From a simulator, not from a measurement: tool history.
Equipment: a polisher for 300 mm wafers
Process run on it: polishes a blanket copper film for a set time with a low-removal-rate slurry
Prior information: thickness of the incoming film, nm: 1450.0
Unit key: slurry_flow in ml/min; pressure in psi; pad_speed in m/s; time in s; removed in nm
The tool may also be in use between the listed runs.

Run 1, hour 0.0: slurry_flow 120 ml/min, pressure 2.9 psi, pad_speed 1.18 m/s, slurry_solids 1.00, time 91 s. Result: removed 258.03 nm.
Run 2, hour 8.5: slurry_flow 120 ml/min, pressure 2.6 psi, pad_speed 1.18 m/s, slurry_solids 1.00, time 91 s. Result: removed 234.79 nm.
Run 3, hour 14.2: slurry_flow 120 ml/min, pressure 2.6 psi, pad_speed 1.18 m/s, slurry_solids 1.00, time 91 s. Result: removed 235.11 nm.
Run 4, hour 19.3: slurry_flow 115 ml/min, pressure 2.3 psi, pad_speed 1.14 m/s, slurry_solids 1.00, time 91 s. Result: removed 197.38 nm.
Run 5, hour 23.8: slurry_flow 115 ml/min, pressure 2.3 psi, pad_speed 1.14 m/s, slurry_solids 1.15, time 91 s. Result: removed 211.44 nm.
Run 6, hour 27.1: slurry_flow 115 ml/min, pressure 2.3 psi, pad_speed 1.14 m/s, slurry_solids 0.95, time 91 s. Result: removed 196.45 nm.

What will run 7 give?
Run 7, hour 32.2: slurry_flow 110 ml/min, pressure 2.1 psi, pad_speed 1.14 m/s, slurry_solids 0.95, time 91 s. Result: removed ?.

removed: 179.75 nm
